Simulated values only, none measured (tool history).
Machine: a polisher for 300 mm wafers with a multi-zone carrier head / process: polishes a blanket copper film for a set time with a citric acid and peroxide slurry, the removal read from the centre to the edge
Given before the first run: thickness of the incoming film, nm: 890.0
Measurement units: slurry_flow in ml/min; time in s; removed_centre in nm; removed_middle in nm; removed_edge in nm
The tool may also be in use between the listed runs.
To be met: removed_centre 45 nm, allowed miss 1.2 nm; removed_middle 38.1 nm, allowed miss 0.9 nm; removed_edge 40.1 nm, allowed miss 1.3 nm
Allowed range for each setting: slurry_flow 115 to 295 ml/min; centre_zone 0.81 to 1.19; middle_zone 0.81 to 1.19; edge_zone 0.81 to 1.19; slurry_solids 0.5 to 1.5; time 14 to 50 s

Run 1, hour 0: slurry_flow 190 ml/min, centre_zone 1, middle_zone 1, edge_zone 1, slurry_solids 1, time 32 s. Result: removed_centre 72.182 nm, removed_middle 72.11 nm, removed_edge 72.145 nm.
Run 2, hour 2.6: slurry_flow 190 ml/min, centre_zone 1, middle_zone 1.06, edge_zone 1, slurry_solids 1, time 32 s. Result: removed_centre 72.733 nm, removed_middle 75.326 nm, removed_edge 71.768 nm.
Run 3, hour 4.2: slurry_flow 190 ml/min, centre_zone 1, middle_zone 1.06, edge_zone 1, slurry_solids 1, time 28 s. Result: removed_centre 62.999 nm, removed_middle 65.958 nm, removed_edge 62.16 nm.
Run 4, hour 12.5: slurry_flow 190 ml/min, centre_zone 1, middle_zone 1.06, edge_zone 1, slurry_solids 1, time 21 s. Result: removed_centre 47.683 nm, removed_middle 49.322 nm, removed_edge 47.608 nm.
Run 5, hour 19.5: slurry_flow 190 ml/min, centre_zone 1, middle_zone 1.14, edge_zone 1, slurry_solids 1, time 21 s. Result: removed_centre 47.886 nm, removed_middle 52.964 nm, removed_edge 47.64 nm.
Run 6, hour 24.2: slurry_flow 215 ml/min, centre_zone 1, middle_zone 1.14, edge_zone 1, slurry_solids 1, time 21 s. Result: removed_centre 48.448 nm, removed_middle 53.412 nm, removed_edge 46.918 nm.
Run 7, hour 31.9: slurry_flow 220 ml/min, centre_zone 1.01, middle_zone 1.08, edge_zone 0.98, slurry_solids 0.9, time 21 s. Result: removed_centre 46.821 nm, removed_middle 48.704 nm, removed_edge 45.01 nm.
Run 8, hour 39.2: slurry_flow 220 ml/min, centre_zone 1.02, middle_zone 1.03, edge_zone 0.95, slurry_solids 0.85, time 21 s. Result: removed_centre 47.487 nm, removed_middle 46.208 nm, removed_edge 43.525 nm.
Run 9, hour 41.1: slurry_flow 220 ml/min, centre_zone 1.01, middle_zone 0.99, edge_zone 0.93, slurry_solids 0.8, time 21 s. Result: removed_centre 45.411 nm, removed_middle 44.08 nm, removed_edge 42.741 nm.
Run 10, hour 48.4: slurry_flow 220 ml/min, centre_zone 1.02, middle_zone 0.96, edge_zone 0.91, slurry_solids 0.8, time 21 s. Result: removed_centre 45.402 nm, removed_middle 42.84 nm, removed_edge 41.704 nm.
Run 11, hour 49.1: slurry_flow 170 ml/min, centre_zone 1.07, middle_zone 0.86, edge_zone 0.92, slurry_solids 0.8, time 21 s. Result: removed_centre 47.051 nm, removed_middle 38.478 nm, removed_edge 42.214 nm.

Which of these 5 next moves meets every target?
Run A, hour 49.8: slurry_flow 250 ml/min, centre_zone 1.19, middle_zone 1.02, edge_zone 0.88, slurry_solids 0.8, time 19 s. Result: removed_centre ?, removed_middle ?, removed_edge ?.
Run B, hour 49.8: slurry_flow 155 ml/min, centre_zone 1.11, middle_zone 0.93, edge_zone 0.99, slurry_solids 0.5, time 24 s. Result: removed_centre ?, removed_middle ?, removed_edge ?.
Run C, hour 49.8: slurry_flow 185 ml/min, centre_zone 0.97, middle_zone 0.93, edge_zone 0.88, slurry_solids 0.6, time 23 s. Result: removed_centre ?, removed_middle ?, removed_edge ?.
Run D, hour 49.8: slurry_flow 160 ml/min, centre_zone 1.14, middle_zone 0.9, edge_zone 0.9, slurry_solids 0.8, time 21 s. Result: removed_centre ?, removed_middle ?, removed_edge ?.
Run E, hour 49.8: slurry_flow 200 ml/min, centre_zone 0.98, middle_zone 0.95, edge_zone 0.93, slurry_solids 0.7, time 21 s. Result: removed_centre ?, removed_middle ?, removed_edge ?.

move  removed_centre  removed_middle  removed_edge
   A          48.121          41.311        37.553
   B          44.706          38.201        40.048
   C          41.937          40.531        40.009
   D          48.831          39.635        40.783
   E          41.418            40.3        40.026
A: its largest miss is bigger than the last run's
B: all results in spec
C: moves the result that the last run missed by most past its target, out the other side
D: its largest miss is bigger than the last run's
E: moves the result that the last run missed by most past its target, out the other side
Correct choice: B, which meets every target

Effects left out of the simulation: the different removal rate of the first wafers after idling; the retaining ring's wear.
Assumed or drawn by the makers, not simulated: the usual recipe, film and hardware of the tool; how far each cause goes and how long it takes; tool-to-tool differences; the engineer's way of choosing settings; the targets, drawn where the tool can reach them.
